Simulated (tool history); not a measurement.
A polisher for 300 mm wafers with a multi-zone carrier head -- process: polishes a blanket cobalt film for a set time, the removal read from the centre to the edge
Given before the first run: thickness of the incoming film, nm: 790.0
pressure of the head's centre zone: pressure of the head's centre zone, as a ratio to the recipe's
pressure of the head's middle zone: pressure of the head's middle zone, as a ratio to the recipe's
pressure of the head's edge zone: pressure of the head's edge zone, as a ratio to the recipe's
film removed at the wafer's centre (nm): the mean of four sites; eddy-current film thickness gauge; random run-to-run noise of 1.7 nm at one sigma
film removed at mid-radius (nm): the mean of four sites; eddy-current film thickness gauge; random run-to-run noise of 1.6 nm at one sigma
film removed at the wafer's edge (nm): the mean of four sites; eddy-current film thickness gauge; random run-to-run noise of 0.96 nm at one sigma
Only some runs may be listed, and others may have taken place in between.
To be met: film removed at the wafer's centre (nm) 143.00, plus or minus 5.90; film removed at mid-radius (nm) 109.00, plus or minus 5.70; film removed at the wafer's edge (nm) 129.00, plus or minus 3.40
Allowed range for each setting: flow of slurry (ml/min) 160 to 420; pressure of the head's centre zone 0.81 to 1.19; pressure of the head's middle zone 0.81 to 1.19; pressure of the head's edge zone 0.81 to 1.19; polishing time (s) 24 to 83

run  hour  flow of slurry (ml/min)  pressure of the head's centre zone  pressure of the head's middle zone  pressure of the head's edge zone  polishing time (s)  film removed at the wafer's centre (nm)  film removed at mid-radius (nm)  film removed at the wafer's edge (nm)
  1   0.0                      270                                1.00                                1.00                              1.00                  53                                   227.21                           238.33                                 240.46
  2   7.8                      270                                1.00                                0.93                              1.00                  53                                   234.73                           221.59                                 240.81
  3   9.2                      260                                1.01                                0.91                              0.99                  49                                   212.95                           197.84                                 220.12
  4  11.2                      320                                1.01                                0.91                              0.99                  49                                   219.53                           198.73                                 227.10
  5  19.3                      315                                1.02                                0.90                              0.97                  46                                   211.11                           188.39                                 208.05
  6  22.9                      305                                1.03                                0.89                              0.97                  43                                   193.39                           170.73                                 194.63
  7  25.3                      270                                1.13                                0.82                              0.87                  28                                   136.87                           104.40                                 118.82
  8  33.8                      280                                1.13                                0.82                              0.88                  28                                   135.80                           104.80                                 120.48
  9  38.6                      285                                1.13                                0.82                              0.89                  28                                   140.11                           101.58                                 120.75
 10  41.4                      290                                1.12                                0.82                              0.89                  28                                   137.71                           102.11                                 123.67

5 next moves are on the table. One of them brings every result within its allowed miss. Which?
  A  44.2                      285                                1.07                                0.86                              1.00                  28                                        ?                                ?                                      ?
  B  44.2                      290                                1.09                                0.83                              0.86                  28                                        ?                                ?                                      ?
  C  44.2                      235                                1.11                                0.84                              0.84                  28                                        ?                                ?                                      ?
  D  44.2                      240                                1.02                                0.93                              0.81                  29                                        ?                                ?                                      ?
  E  44.2                      310                                1.12                                0.83                              0.94                  29                                        ?                                ?                                      ?

move  film removed at the wafer's centre (nm)  film removed at mid-radius (nm)  film removed at the wafer's edge (nm)
   A                                   130.93                           107.92                                 127.77
   B                                   133.63                           105.02                                 119.32
   C                                   132.53                           103.52                                 115.91
   D                                   126.51                           117.00                                 118.24
   E                                   143.28                           109.47                                 129.38
A: puts the biggest miss on target and leaves a different result outside tolerance
B: lands further from the targets than the last run did
C: lands further from the targets than the last run did
D: lands further from the targets than the last run did
E: every result within its allowed miss
So the answer is move E, the one that meets all the targets.

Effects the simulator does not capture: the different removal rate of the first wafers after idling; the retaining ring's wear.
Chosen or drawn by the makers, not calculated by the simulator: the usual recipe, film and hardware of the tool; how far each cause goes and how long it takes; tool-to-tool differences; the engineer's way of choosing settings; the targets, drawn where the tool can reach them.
